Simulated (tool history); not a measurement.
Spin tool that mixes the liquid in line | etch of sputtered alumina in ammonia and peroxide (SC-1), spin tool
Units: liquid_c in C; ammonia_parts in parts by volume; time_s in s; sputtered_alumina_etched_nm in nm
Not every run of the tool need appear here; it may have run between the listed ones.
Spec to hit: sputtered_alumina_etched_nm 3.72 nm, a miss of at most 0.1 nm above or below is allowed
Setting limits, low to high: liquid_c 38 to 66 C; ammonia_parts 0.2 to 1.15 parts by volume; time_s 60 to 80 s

run    day  liquid_c  ammonia_parts  time_s  sputtered_alumina_etched_nm
  1      0        50           0.65      80                       2.9753
  2  0.029        51           0.65      80                       3.1207
  3  0.396        51            0.5      80                       3.0448
  4  0.717      57.5            0.5      80                       4.3287
  5  0.833      57.5            0.5      80                       4.3285
  6  0.875      56.5            0.5      80                        4.106
  7  0.996      56.5            0.5      80                       4.0742
  8  1.321      56.5            0.5      80                       4.0704
  9  1.596        56            0.5      80                       3.9673

Which of these 4 next moves meets every target?
  A  1.871      54.5           0.55      80                            ?
  B  1.871      59.5           0.45      60                            ?
  C  1.871      58.5            0.6      60                            ?
  D  1.871        56           0.45      80                            ?

move  sputtered_alumina_etched_nm
   A                       3.7168
   B                       3.5547
   C                       3.4688
   D                       3.9488
A: every result within its allowed miss
B: takes the biggest miss from the last run beyond its target
C: takes the biggest miss from the last run beyond its target
D: moves toward the targets from the last run without getting all of them in spec
A meets every target.
